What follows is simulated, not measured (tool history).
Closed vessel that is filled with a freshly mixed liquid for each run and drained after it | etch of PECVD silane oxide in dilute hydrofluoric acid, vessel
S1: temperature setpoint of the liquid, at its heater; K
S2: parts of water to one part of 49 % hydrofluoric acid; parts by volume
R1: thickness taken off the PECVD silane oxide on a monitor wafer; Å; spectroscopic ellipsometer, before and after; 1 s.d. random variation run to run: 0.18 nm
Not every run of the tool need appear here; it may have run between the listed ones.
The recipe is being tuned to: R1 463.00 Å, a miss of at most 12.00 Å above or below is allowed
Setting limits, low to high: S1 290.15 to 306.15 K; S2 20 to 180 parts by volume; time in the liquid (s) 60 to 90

run 1 hour=0.0 | S1=298.15 S2=100 time_in_the_liquid_(s)=90 | R1=152.58
run 2 hour=2.4 | S1=299.65 S2=85 time_in_the_liquid_(s)=90 | R1=193.07
run 3 hour=5.8 | S1=299.65 S2=115 time_in_the_liquid_(s)=90 | R1=136.66
run 4 hour=8.5 | S1=300.65 S2=100 time_in_the_liquid_(s)=90 | R1=167.54
run 5 hour=9.5 | S1=300.65 S2=100 time_in_the_liquid_(s)=60 | R1=112.23
run 6 hour=15.6 | S1=298.65 S2=85 time_in_the_liquid_(s)=65 | R1=134.54
run 7 hour=17.0 | S1=300.15 S2=70 time_in_the_liquid_(s)=70 | R1=190.01
run 8 hour=17.9 | S1=301.15 S2=60 time_in_the_liquid_(s)=75 | R1=253.09
run 9 hour=19.9 | S1=302.15 S2=55 time_in_the_liquid_(s)=75 | R1=289.65
run 10 hour=24.6 | S1=303.15 S2=50 time_in_the_liquid_(s)=75 | R1=332.38

Below are 4 possible settings for the next run. Only one of them brings all results inside the allowed miss of their targets. Which is it?
run A hour=29.3 | S1=304.15 S2=75 time_in_the_liquid_(s)=85 | R1=?
run B hour=29.3 | S1=301.15 S2=40 time_in_the_liquid_(s)=90 | R1=?
run C hour=29.3 | S1=302.15 S2=35 time_in_the_liquid_(s)=80 | R1=?
run D hour=29.3 | S1=294.65 S2=45 time_in_the_liquid_(s)=60 | R1=?

move=A R1=248.46
move=B R1=462.27
move=C R1=492.56
move=D R1=208.20
A: further off than the last run
B: hits every target within its allowed miss
C: takes the result that was furthest off past its target
D: further off than the last run
Correct choice: B, which meets every target
